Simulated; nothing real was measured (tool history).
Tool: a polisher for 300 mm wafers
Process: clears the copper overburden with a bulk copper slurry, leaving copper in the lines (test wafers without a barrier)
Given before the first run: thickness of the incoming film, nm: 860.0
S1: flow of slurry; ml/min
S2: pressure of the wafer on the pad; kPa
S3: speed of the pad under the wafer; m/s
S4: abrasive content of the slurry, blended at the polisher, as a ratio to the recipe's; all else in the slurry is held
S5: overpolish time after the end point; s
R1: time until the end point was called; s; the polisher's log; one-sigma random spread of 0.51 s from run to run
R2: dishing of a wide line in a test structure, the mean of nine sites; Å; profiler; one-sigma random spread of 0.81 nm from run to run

| run | day | S1 | S2 | S3 | S4 | S5 | R1 | R2 |
|---|---|---|---|---|---|---|---|---|
| 1 | 0.000 | 250 | 19.3 | 1.24 | 1.0 | 20 | 81.994 | 608.08 |
| 2 | 0.208 | 250 | 19.3 | 1.24 | 1.0 | 16 | 83.714 | 565.76 |
| 3 | 0.392 | 275 | 19.3 | 1.24 | 1.0 | 16 | 81.291 | 583.05 |
| 4 | 0.600 | 285 | 21.4 | 1.24 | 1.0 | 15 | 75.709 | 582.58 |
| 5 | 0.742 | 285 | 21.4 | 1.24 | 1.2 | 15 | 70.158 | 599.36 |
| 6 | 0.812 | 285 | 21.4 | 1.02 | 1.2 | 15 | 84.368 | 570.28 |
| 7 | 0.854 | 285 | 23.4 | 1.06 | 1.2 | 15 | 75.927 | 588.20 |
| 8 | 0.954 | 290 | 29.0 | 1.26 | 1.2 | 15 | 54.552 | 650.73 |
|  | 1.300 | slurry nozzle cleaned |
| 9 | 1.300 | 290 | 29.0 | 1.28 | 1.2 | 15 | 52.454 | 652.70 |

Run 10 is up next; what results do you expect?
| 10 | 1.558 | 290 | 29.0 | 1.28 | 1.2 | 15 | ? | ? |

R1: 52.670 s
R2: 647.51 Å
